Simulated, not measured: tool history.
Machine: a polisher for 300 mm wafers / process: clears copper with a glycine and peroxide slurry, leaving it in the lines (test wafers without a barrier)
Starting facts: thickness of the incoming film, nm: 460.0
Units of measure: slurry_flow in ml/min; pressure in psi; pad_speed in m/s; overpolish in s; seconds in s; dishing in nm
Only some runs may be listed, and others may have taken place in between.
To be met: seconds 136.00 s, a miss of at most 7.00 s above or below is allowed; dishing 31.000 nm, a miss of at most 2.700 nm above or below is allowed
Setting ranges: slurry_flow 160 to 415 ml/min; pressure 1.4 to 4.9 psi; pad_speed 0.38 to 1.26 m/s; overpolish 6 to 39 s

Run 1, day 0.000: slurry_flow 265 ml/min, pressure 3.1 psi, pad_speed 0.82 m/s, overpolish 20 s. Result: seconds 106.96 s, dishing 45.109 nm.
Run 2, day 0.062: slurry_flow 295 ml/min, pressure 3.1 psi, pad_speed 0.82 m/s, overpolish 20 s. Result: seconds 105.85 s, dishing 45.281 nm.
Run 3, day 0.238: slurry_flow 265 ml/min, pressure 3.1 psi, pad_speed 0.82 m/s, overpolish 20 s. Result: seconds 105.31 s, dishing 44.600 nm.
Run 4, day 0.562: slurry_flow 265 ml/min, pressure 3.0 psi, pad_speed 0.82 m/s, overpolish 19 s. Result: seconds 106.44 s, dishing 43.056 nm.
Run 5, day 0.654: slurry_flow 330 ml/min, pressure 3.0 psi, pad_speed 0.82 m/s, overpolish 19 s. Result: seconds 105.86 s, dishing 43.463 nm.
Run 6, day 0.788: slurry_flow 330 ml/min, pressure 3.0 psi, pad_speed 0.72 m/s, overpolish 19 s. Result: seconds 115.09 s, dishing 43.072 nm.
Run 7, day 1.100: slurry_flow 330 ml/min, pressure 2.9 psi, pad_speed 0.72 m/s, overpolish 18 s. Result: seconds 118.99 s, dishing 39.480 nm.
Run 8, day 1.333: slurry_flow 330 ml/min, pressure 2.3 psi, pad_speed 0.72 m/s, overpolish 12 s. Result: seconds 139.57 s, dishing 27.293 nm.

Which of these 5 next moves meets every target?
Run A, day 1.567: slurry_flow 265 ml/min, pressure 2.6 psi, pad_speed 0.68 m/s, overpolish 14 s. Result: seconds ?, dishing ?.
Run B, day 1.567: slurry_flow 335 ml/min, pressure 2.6 psi, pad_speed 0.64 m/s, overpolish 10 s. Result: seconds ?, dishing ?.
Run C, day 1.567: slurry_flow 350 ml/min, pressure 3.8 psi, pad_speed 0.60 m/s, overpolish 12 s. Result: seconds ?, dishing ?.
Run D, day 1.567: slurry_flow 350 ml/min, pressure 2.1 psi, pad_speed 0.82 m/s, overpolish 9 s. Result: seconds ?, dishing ?.
Run E, day 1.567: slurry_flow 315 ml/min, pressure 2.5 psi, pad_speed 0.82 m/s, overpolish 12 s. Result: seconds ?, dishing ?.

move  seconds  dishing
   A   136.56   28.926
   B   139.74   22.124
   C   116.11   29.149
   D   130.17   21.340
   E   118.90   28.328
A: meets every target
B: lands further from the targets than the last run did
C: puts the biggest miss on target and leaves a different result outside tolerance
D: lands further from the targets than the last run did
E: puts the biggest miss on target and leaves a different result outside tolerance
The right move is A.
